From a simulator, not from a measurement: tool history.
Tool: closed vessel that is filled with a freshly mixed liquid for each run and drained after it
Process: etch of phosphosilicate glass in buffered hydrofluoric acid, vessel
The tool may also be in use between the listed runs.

| run | hour | temperature setpoint of the liquid (°C) | parts of 40 % ammonium fluoride to one part of 49 % hydrofluoric acid (parts by volume) | time in the liquid (s) | thickness taken off the phosphosilicate glass on a monitor wafer (angstrom) |
|---|---|---|---|---|---|
| 1 | 0.0 | 23.0 | 18.5 | 100 | 2342.8 |
| 2 | 1.6 | 24.5 | 18.5 | 100 | 2545.7 |
| 3 | 6.0 | 23.5 | 18.5 | 100 | 2398.5 |
| 4 | 9.2 | 23.5 | 18.5 | 105 | 2511.1 |
| 5 | 12.1 | 23.0 | 18.5 | 105 | 2451.8 |
| 6 | 19.5 | 23.0 | 18.5 | 100 | 2342.2 |
| 7 | 27.5 | 22.5 | 18.5 | 100 | 2285.8 |
| 8 | 34.2 | 22.0 | 18.5 | 100 | 2200.0 |

Predict the results of run 9:
| 9 | 42.9 | 21.5 | 18.5 | 100 | ? |

thickness taken off the phosphosilicate glass on a monitor wafer (angstrom): 2167.2

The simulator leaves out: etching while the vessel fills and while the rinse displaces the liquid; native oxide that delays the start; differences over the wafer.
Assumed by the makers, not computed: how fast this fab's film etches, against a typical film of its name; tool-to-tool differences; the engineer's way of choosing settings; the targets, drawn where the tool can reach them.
